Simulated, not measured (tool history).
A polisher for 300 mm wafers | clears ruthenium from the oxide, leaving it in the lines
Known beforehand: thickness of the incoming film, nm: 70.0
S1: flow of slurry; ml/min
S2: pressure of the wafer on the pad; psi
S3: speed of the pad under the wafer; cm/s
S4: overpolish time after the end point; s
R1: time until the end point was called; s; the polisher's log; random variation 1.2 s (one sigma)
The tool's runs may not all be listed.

run	hour	S1	S2	S3	S4	R1
1	0	305	1.3	108	13	110.96
2	1.2	305	1.3	108	14	108.94
3	6	305	1.4	108	14	102.08
4	9.1	305	1.7	108	14	85.671
5	15	265	1.7	108	14	84.558
6	21.3	265	1.7	92	14	100.15

The next listed run, before its measurement:
7	23	265	1.8	94	14	?

{"run 7": {"R1": 93.249}}

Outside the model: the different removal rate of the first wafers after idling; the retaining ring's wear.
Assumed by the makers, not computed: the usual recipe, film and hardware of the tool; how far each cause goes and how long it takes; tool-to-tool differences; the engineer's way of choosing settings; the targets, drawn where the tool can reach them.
